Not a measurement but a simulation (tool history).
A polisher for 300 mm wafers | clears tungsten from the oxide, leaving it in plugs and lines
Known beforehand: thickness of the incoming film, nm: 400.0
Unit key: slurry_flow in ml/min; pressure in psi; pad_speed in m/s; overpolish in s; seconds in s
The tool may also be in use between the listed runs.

| run | hour | slurry_flow | pressure | pad_speed | slurry_solids | overpolish | seconds |
|---|---|---|---|---|---|---|---|
| 1 | 0.0 | 135 | 2.7 | 1.16 | 1.0 | 33 | 122.900 |
| 2 | 7.2 | 135 | 2.7 | 1.16 | 0.9 | 33 | 123.360 |
| 3 | 8.5 | 135 | 2.9 | 1.20 | 0.9 | 33 | 115.590 |
| 4 | 12.8 | 135 | 2.9 | 0.94 | 0.9 | 33 | 140.050 |
| 5 | 19.5 | 135 | 3.1 | 1.02 | 0.9 | 33 | 126.050 |
| 6 | 23.3 | 135 | 3.1 | 1.02 | 1.1 | 33 | 116.310 |
| 7 | 30.0 | 135 | 3.2 | 1.08 | 1.1 | 33 | 107.220 |
| 8 | 36.8 | 135 | 3.3 | 1.14 | 1.1 | 33 | 96.119 |

Estimate the outcome of run 9 from the log above:
| 9 | 44.7 | 135 | 3.4 | 1.16 | 1.1 | 33 | ? |

seconds: 93.093 s
